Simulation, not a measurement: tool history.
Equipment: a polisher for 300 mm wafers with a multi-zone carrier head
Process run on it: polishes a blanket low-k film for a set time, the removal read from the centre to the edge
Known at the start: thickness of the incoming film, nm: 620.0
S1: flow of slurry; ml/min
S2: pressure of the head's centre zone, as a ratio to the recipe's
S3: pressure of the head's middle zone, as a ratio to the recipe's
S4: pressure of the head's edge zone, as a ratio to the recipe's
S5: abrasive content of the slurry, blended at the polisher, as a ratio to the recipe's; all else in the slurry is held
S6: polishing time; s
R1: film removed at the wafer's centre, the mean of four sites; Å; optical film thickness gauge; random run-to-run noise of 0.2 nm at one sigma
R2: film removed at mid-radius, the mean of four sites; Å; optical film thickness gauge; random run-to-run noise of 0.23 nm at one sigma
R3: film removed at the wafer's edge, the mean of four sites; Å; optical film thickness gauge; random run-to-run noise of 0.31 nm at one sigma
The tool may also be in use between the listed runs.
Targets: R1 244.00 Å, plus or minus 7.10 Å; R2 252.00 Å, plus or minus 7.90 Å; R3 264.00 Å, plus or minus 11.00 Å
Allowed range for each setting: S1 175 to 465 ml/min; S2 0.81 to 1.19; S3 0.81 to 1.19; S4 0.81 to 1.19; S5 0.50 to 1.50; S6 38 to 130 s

| run | day | S1 | S2 | S3 | S4 | S5 | S6 | R1 | R2 | R3 |
|---|---|---|---|---|---|---|---|---|---|---|
| 1 | 0.000 | 295 | 1.00 | 1.00 | 1.00 | 1.00 | 84 | 317.50 | 315.11 | 314.11 |
| 2 | 0.304 | 295 | 1.00 | 1.00 | 1.00 | 1.00 | 98 | 374.03 | 371.37 | 371.27 |
| 3 | 0.500 | 295 | 1.00 | 1.00 | 1.05 | 1.00 | 98 | 370.48 | 368.87 | 380.28 |
| 4 | 0.862 | 295 | 1.00 | 1.00 | 1.10 | 1.00 | 98 | 372.17 | 370.74 | 377.38 |
| 5 | 1.100 | 295 | 1.04 | 1.00 | 1.10 | 1.00 | 98 | 385.51 | 369.96 | 386.25 |
| 6 | 1.446 | 295 | 1.04 | 1.00 | 1.10 | 1.20 | 98 | 417.63 | 389.15 | 417.48 |
| 7 | 1.729 | 270 | 0.94 | 0.90 | 1.00 | 0.95 | 88 | 304.71 | 297.59 | 324.27 |
| 8 | 2.012 | 270 | 0.93 | 0.90 | 0.99 | 0.90 | 88 | 292.63 | 294.63 | 317.40 |
| 9 | 2.333 | 260 | 0.90 | 0.83 | 0.89 | 0.65 | 86 | 240.52 | 231.97 | 251.69 |
| 10 | 2.679 | 265 | 0.90 | 0.84 | 0.90 | 0.65 | 86 | 241.40 | 232.10 | 251.07 |
| 11 | 3.046 | 265 | 0.90 | 0.85 | 0.91 | 0.65 | 86 | 242.11 | 234.09 | 259.12 |
| 12 | 3.158 | 265 | 0.90 | 0.86 | 0.91 | 0.65 | 86 | 243.77 | 238.02 | 252.69 |
| 13 | 3.404 | 285 | 0.87 | 0.90 | 0.98 | 0.70 | 86 | 244.44 | 255.10 | 270.90 |

Below are 5 possible settings for the next run. Only one of them brings all results inside the allowed miss of their targets. Which is it?
| A | 3.650 | 270 | 0.86 | 0.81 | 1.04 | 0.80 | 84 | ? | ? | ? |
| B | 3.650 | 225 | 0.84 | 0.92 | 0.98 | 0.75 | 88 | ? | ? | ? |
| C | 3.650 | 260 | 0.92 | 0.87 | 0.94 | 0.60 | 93 | ? | ? | ? |
| D | 3.650 | 220 | 0.89 | 0.91 | 0.92 | 0.55 | 98 | ? | ? | ? |
| E | 3.650 | 255 | 0.83 | 0.84 | 0.97 | 0.70 | 90 | ? | ? | ? |

| move | R1 | R2 | R3 |
|---|---|---|---|
| A | 246.07 | 243.40 | 293.91 |
| B | 238.42 | 265.39 | 285.28 |
| C | 255.81 | 248.82 | 272.08 |
| D | 244.22 | 254.47 | 267.98 |
| E | 238.27 | 250.92 | 285.76 |
A: the biggest miss grows against the last run
B: the biggest miss grows against the last run
C: brings the last run's worst result on target, with another outside its allowed miss
D: every result within its allowed miss
E: the biggest miss grows against the last run
Move D is the one to make.
